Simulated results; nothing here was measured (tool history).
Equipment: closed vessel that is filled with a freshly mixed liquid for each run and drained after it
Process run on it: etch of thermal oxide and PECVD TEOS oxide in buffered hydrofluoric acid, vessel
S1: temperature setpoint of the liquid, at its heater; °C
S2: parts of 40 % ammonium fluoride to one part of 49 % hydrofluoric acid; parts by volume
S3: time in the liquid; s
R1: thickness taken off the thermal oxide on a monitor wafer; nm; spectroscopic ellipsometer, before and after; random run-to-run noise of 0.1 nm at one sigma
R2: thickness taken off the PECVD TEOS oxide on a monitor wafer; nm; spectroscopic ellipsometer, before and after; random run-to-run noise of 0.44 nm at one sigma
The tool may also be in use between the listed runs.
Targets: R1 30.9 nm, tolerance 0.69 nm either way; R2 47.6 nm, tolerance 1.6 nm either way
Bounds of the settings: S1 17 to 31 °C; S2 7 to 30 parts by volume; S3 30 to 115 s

run  hour    S1  S2  S3      R1      R2
  1     0    23  19  60  37.459  56.854
  2   7.6  26.5  19  60   44.87  68.334
  3  11.2  24.5  19  60  40.469  62.357
  4    14    27  19  60  46.485  72.069
  5  21.3  25.5  19  60  42.884  66.191
  6  22.8  25.5  19  40  28.371  43.702
  7  27.9    26  19  40   29.17  44.406
  8  35.7  26.5  19  40  30.238  45.537

Which one of the following 4 next-run settings gets every result inside its allowed miss? There is exactly one.
  A  43.5  27.5    17  35   ?   ?
  B  43.5  23.5    21  55   ?   ?
  C  43.5    23  19.5  55   ?   ?
  D  43.5  21.5    25  70   ?   ?

move      R1      R2
   A  31.009   47.74
   B  32.325  49.766
   C  33.344  51.336
   D   32.66  50.282
A: all results in spec
B: carries the result that was furthest off beyond its target, to the other side
C: carries the result that was furthest off beyond its target, to the other side
D: carries the result that was furthest off beyond its target, to the other side
A meets every target.
